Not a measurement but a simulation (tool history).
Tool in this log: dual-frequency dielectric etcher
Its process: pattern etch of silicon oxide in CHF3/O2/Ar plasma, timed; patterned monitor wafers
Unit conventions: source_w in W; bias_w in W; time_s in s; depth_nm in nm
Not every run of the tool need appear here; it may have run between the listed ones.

{"run": 1, "hour": 0.0, "source_w": 820, "bias_w": 220, "time_s": 853, "depth_nm": 2019.4}
{"run": 2, "hour": 6.4, "source_w": 820, "bias_w": 242, "time_s": 853, "depth_nm": 2136.6}
{"run": 3, "hour": 7.8, "source_w": 710, "bias_w": 242, "time_s": 853, "depth_nm": 2013.7}
{"run": 4, "hour": 12.1, "source_w": 710, "bias_w": 242, "time_s": 853, "depth_nm": 2003.5}
{"run": 5, "hour": 18.6, "source_w": 710, "bias_w": 242, "time_s": 853, "depth_nm": 1991.3}
{"run": 6, "hour": 24.5, "source_w": 650, "bias_w": 228, "time_s": 853, "depth_nm": 1880}
{"run": 7, "hour": 32.3, "source_w": 610, "bias_w": 218, "time_s": 853, "depth_nm": 1780.7}
{"run": 8, "hour": 34.8, "source_w": 580, "bias_w": 213, "time_s": 853, "depth_nm": 1725.6}

Forecast run 9:
{"run": 9, "hour": 43.5, "source_w": 500, "bias_w": 200, "time_s": 853, "depth_nm": "?"}

{"run 9": {"depth_nm": 1543}}

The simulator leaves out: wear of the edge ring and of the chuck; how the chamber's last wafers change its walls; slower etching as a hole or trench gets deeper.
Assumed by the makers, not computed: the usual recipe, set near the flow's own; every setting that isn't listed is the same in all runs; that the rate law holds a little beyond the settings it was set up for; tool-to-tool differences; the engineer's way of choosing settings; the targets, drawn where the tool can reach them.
